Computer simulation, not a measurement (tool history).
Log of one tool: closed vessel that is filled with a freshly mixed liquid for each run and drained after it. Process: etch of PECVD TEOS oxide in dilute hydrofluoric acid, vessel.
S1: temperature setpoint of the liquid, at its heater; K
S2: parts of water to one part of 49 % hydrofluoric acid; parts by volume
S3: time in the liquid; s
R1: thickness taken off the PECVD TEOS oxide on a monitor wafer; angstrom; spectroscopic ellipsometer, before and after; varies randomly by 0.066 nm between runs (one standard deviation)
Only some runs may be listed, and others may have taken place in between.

{"run": 1, "day": 0.0, "S1": 298.15, "S2": 135, "S3": 30, "R1": 53.822}
{"run": 2, "day": 0.262, "S1": 296.65, "S2": 135, "S3": 30, "R1": 50.817}
{"run": 3, "day": 0.504, "S1": 298.65, "S2": 135, "S3": 30, "R1": 54.26}
{"run": 4, "day": 0.642, "S1": 300.65, "S2": 135, "S3": 30, "R1": 59.071}
{"run": 5, "day": 0.854, "S1": 301.65, "S2": 135, "S3": 30, "R1": 61.662}
{"run": 6, "day": 1.208, "S1": 301.65, "S2": 95, "S3": 30, "R1": 91.985}

Run 7 is up next; what results do you expect?
{"run": 7, "day": 1.342, "S1": 299.65, "S2": 95, "S3": 30, "R1": "?"}

{"run 7": {"R1": 85.443}}

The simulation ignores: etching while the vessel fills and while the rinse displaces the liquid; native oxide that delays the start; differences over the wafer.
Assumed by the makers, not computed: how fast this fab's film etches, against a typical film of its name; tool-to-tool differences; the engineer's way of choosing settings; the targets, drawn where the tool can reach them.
